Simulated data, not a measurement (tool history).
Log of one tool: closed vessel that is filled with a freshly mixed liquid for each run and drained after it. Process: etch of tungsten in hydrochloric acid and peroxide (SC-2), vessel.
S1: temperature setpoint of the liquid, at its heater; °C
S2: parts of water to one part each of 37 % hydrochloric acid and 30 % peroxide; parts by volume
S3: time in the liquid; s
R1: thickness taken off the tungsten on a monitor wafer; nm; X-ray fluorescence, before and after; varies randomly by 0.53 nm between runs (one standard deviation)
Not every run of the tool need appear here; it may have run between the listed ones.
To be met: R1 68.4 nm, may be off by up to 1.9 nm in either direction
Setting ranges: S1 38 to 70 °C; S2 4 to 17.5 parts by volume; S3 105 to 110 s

run    day    S1   S2   S3      R1
  1      0    54  9.5  105  34.346
  2  0.379    54  7.5  105  41.764
  3  0.454    54   10  105  33.526
  4  0.588  57.5   10  105  41.774
  5  0.933    60   10  105  49.043
  6  1.233    67   10  105   74.83
  7  1.462  66.5   10  105  73.219
  8  1.796    65   10  105  65.995

Which one of the following 4 next-run settings gets every result inside its allowed miss? There is exactly one.
  A  2.129    60     7  110   ?
  B  2.129  65.5    11  105   ?
  C  2.129    65  10.5  105   ?
  D  2.129    65    12  110   ?

move      R1
   A  67.864
   B  62.972
   C   63.53
   D  59.424
A: each result inside its tolerance
B: lands further from the targets than the last run did
C: lands further from the targets than the last run did
D: lands further from the targets than the last run did
Correct choice: A, which meets every target
